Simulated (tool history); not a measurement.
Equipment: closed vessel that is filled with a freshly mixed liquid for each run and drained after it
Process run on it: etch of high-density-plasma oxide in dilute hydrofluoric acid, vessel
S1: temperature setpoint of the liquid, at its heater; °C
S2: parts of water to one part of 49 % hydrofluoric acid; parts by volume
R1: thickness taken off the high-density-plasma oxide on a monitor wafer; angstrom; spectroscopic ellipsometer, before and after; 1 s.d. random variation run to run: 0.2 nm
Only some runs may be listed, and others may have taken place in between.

Run 1, hour 0: S1 23 °C, S2 40 parts by volume, time in the liquid (s) 640. Result: R1 822.86 angstrom.
Run 2, hour 2.5: S1 23 °C, S2 40 parts by volume, time in the liquid (s) 690. Result: R1 886.22 angstrom.
Run 3, hour 9.4: S1 22 °C, S2 40 parts by volume, time in the liquid (s) 690. Result: R1 845.82 angstrom.
Run 4, hour 14.1: S1 21 °C, S2 40 parts by volume, time in the liquid (s) 690. Result: R1 814.57 angstrom.
Run 5, hour 21.4: S1 21 °C, S2 30 parts by volume, time in the liquid (s) 690. Result: R1 1099 angstrom.
Run 6, hour 29.5: S1 24 °C, S2 30 parts by volume, time in the liquid (s) 690. Result: R1 1242.2 angstrom.
Run 7, hour 34.5: S1 22.5 °C, S2 35 parts by volume, time in the liquid (s) 690. Result: R1 991.13 angstrom.
Run 8, hour 37.9: S1 21.5 °C, S2 35 parts by volume, time in the liquid (s) 690. Result: R1 955.52 angstrom.
Run 9, hour 45.7: S1 20.5 °C, S2 35 parts by volume, time in the liquid (s) 690. Result: R1 917.4 angstrom.

What does the tool deliver on the next run?
Run 10, hour 54.9: S1 20 °C, S2 35 parts by volume, time in the liquid (s) 690. Result: R1 ?.

{"run 10": {"R1": 899.66}}
